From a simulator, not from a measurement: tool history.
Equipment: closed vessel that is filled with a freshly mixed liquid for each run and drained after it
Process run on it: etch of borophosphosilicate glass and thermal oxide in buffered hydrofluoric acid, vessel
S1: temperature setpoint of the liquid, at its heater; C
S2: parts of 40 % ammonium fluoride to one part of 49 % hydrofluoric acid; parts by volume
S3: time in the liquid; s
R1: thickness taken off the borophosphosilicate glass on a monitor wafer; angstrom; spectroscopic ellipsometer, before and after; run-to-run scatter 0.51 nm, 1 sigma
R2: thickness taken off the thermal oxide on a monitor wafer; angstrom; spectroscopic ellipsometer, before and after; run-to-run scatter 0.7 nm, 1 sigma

| run | hour | S1 | S2 | S3 | R1 | R2 |
|---|---|---|---|---|---|---|
| 1 | 0.0 | 20.0 | 10.0 | 60 | 615.47 | 545.66 |
| 2 | 4.8 | 20.0 | 10.0 | 75 | 771.08 | 678.92 |
| 3 | 7.1 | 17.0 | 10.0 | 75 | 648.18 | 571.37 |
| 4 | 10.3 | 18.0 | 10.0 | 75 | 687.53 | 605.22 |
| 5 | 14.8 | 18.0 | 10.0 | 65 | 593.25 | 521.75 |
| 6 | 22.8 | 18.0 | 10.0 | 45 | 411.35 | 364.55 |
| 7 | 28.7 | 19.0 | 9.5 | 45 | 463.58 | 410.57 |
| 8 | 33.4 | 23.0 | 6.5 | 45 | 841.24 | 738.20 |
|  | 41.9 | hydrofluoric acid flow meter replaced |
| 9 | 41.9 | 23.5 | 6.5 | 45 | 777.20 | 691.81 |

Run 10 comes next. What will it give?
| 10 | 47.6 | 24.0 | 6.5 | 45 | ? | ? |

{"run 10": {"R1": 801.84, "R2": 713.82}}
